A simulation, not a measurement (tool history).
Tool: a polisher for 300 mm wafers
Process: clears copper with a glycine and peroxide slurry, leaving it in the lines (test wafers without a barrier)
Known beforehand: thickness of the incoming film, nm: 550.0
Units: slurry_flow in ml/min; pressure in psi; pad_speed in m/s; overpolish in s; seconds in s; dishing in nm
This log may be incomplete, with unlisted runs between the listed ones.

run,hour,slurry_flow,pressure,pad_speed,overpolish,seconds,dishing
1,0,250,2.3,1.08,11,112.36,34.629
2,3.1,250,2.3,1.08,9,112.68,29.22
3,9.7,225,2.3,1.08,9,114.67,28.591
4,10.7,225,2.3,1.08,6,117.1,20.266
5,12.3,220,2.4,1.08,7,107.65,23.886
6,17.5,225,2.4,1.1,8,108.09,27.418
7,21.6,225,2.4,1.1,9,109.01,29.584
8,30.4,220,2.4,1.1,10,108.31,32.607
9,32.5,220,2.4,1.1,11,110.11,35.206

Run 10 comes next. What will it give?
10,38.8,230,2.4,1.1,11,?,?

{"run 10": {"seconds": 109.55, "dishing": 36.026}}
